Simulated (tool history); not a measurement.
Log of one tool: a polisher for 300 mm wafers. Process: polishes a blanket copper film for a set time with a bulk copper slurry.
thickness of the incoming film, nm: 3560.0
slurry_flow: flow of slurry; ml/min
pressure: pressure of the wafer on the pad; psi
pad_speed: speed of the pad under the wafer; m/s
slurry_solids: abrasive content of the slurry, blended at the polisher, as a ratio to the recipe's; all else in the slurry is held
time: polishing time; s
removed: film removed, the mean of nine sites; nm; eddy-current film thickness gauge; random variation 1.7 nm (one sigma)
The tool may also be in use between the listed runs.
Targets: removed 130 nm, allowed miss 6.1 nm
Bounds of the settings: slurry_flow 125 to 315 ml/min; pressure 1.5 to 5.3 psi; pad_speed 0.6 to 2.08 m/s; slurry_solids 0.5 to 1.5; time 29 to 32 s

run 1 hour=0 | slurry_flow=205 pressure=3.4 pad_speed=1.34 slurry_solids=1 time=32 | removed=453.63
run 2 hour=3.3 | slurry_flow=195 pressure=2.9 pad_speed=1.12 slurry_solids=0.95 time=31 | removed=317.45
run 3 hour=5.1 | slurry_flow=195 pressure=2.9 pad_speed=0.9 slurry_solids=0.95 time=31 | removed=258.02
run 4 hour=7.1 | slurry_flow=195 pressure=2.5 pad_speed=0.82 slurry_solids=0.95 time=31 | removed=198.21
run 5 hour=7.9 | slurry_flow=215 pressure=2.5 pad_speed=0.82 slurry_solids=0.95 time=31 | removed=200.79
run 6 hour=12.1 | slurry_flow=190 pressure=2.5 pad_speed=0.82 slurry_solids=0.95 time=31 | removed=201.46
run 7 hour=17.8 | slurry_flow=190 pressure=1.5 pad_speed=0.6 slurry_solids=0.9 time=31 | removed=91.057
run 8 hour=24 | slurry_flow=195 pressure=1.7 pad_speed=0.6 slurry_solids=0.9 time=31 | removed=103.38
run 9 hour=31.8 | slurry_flow=195 pressure=1.8 pad_speed=0.6 slurry_solids=0.9 time=31 | removed=109.05
run 10 hour=32.6 | slurry_flow=195 pressure=1.9 pad_speed=0.6 slurry_solids=0.9 time=31 | removed=112.71
run 11 hour=38.6 | slurry_flow=195 pressure=2 pad_speed=0.6 slurry_solids=0.9 time=31 | removed=120.85

5 next moves are on the table. One of them brings every result within its allowed miss. Which?
run A hour=44.6 | slurry_flow=210 pressure=2.4 pad_speed=0.6 slurry_solids=0.85 time=29 | removed=?
run B hour=44.6 | slurry_flow=200 pressure=2 pad_speed=0.64 slurry_solids=0.85 time=30 | removed=?
run C hour=44.6 | slurry_flow=175 pressure=2.1 pad_speed=0.64 slurry_solids=0.7 time=30 | removed=?
run D hour=44.6 | slurry_flow=200 pressure=2.4 pad_speed=0.74 slurry_solids=0.55 time=31 | removed=?
run E hour=44.6 | slurry_flow=175 pressure=1.7 pad_speed=0.6 slurry_solids=0.9 time=32 | removed=?

move=A removed=132.66
move=B removed=121.83
move=C removed=117.39
move=D removed=145.95
move=E removed=105.15
A: meets every target
B: nearer than the last run, and not there yet
C: further off than the last run
D: takes the result that was furthest off past its target
E: further off than the last run
The right move is A.

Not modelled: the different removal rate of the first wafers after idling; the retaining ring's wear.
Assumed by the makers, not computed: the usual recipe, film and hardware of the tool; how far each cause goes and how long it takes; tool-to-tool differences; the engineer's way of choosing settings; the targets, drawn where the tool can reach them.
